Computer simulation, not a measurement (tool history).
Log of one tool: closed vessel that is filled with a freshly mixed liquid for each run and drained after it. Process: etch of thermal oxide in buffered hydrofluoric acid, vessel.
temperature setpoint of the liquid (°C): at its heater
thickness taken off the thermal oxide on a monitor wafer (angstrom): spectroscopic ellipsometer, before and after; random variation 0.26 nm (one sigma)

| run | hour | temperature setpoint of the liquid (°C) | parts of 40 % ammonium fluoride to one part of 49 % hydrofluoric acid (parts by volume) | time in the liquid (s) | thickness taken off the thermal oxide on a monitor wafer (angstrom) |
|---|---|---|---|---|---|
| 1 | 0 | 22 | 12 | 100 | 881.23 |
| 2 | 3.7 | 23.5 | 12 | 100 | 961.65 |
| 3 | 12.4 | 23.5 | 12 | 105 | 1008.8 |
| 4 | 17.6 | 23.5 | 12 | 100 | 963.17 |
| 5 | 25.4 | 23 | 12 | 100 | 934.96 |
| 6 | 26.5 | 22.5 | 12 | 100 | 905.36 |

Run 7 comes next. What will it give?
| 7 | 35.2 | 22 | 12 | 100 | ? |

thickness taken off the thermal oxide on a monitor wafer (angstrom): 879.11
